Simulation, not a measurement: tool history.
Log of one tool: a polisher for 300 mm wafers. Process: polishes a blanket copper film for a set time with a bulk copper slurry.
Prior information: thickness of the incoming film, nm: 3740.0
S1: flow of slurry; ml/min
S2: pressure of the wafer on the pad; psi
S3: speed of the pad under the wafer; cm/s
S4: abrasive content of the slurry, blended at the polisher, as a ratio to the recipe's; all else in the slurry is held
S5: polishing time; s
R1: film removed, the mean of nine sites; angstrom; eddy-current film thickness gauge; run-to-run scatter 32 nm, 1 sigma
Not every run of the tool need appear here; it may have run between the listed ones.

run	hour	S1	S2	S3	S4	S5	R1
1	0.0	150	2.9	94	1.0	100	9867.4
2	2.4	150	3.1	96	1.0	100	10746.0
3	5.6	150	3.3	98	1.0	100	12051.0
4	13.1	150	3.3	112	1.0	100	13171.0
5	18.2	150	3.5	112	1.0	100	13659.0
6	20.0	150	3.6	114	1.0	100	14757.0
7	24.0	150	3.7	116	1.0	100	15768.0
8	31.8	150	3.8	116	1.0	100	15700.0
9	32.5	150	3.9	118	1.0	100	16334.0

Run 10 comes next. What will it give?
10	41.0	150	4.0	120	1.0	100	?

{"run 10": {"R1": 16962.0}}

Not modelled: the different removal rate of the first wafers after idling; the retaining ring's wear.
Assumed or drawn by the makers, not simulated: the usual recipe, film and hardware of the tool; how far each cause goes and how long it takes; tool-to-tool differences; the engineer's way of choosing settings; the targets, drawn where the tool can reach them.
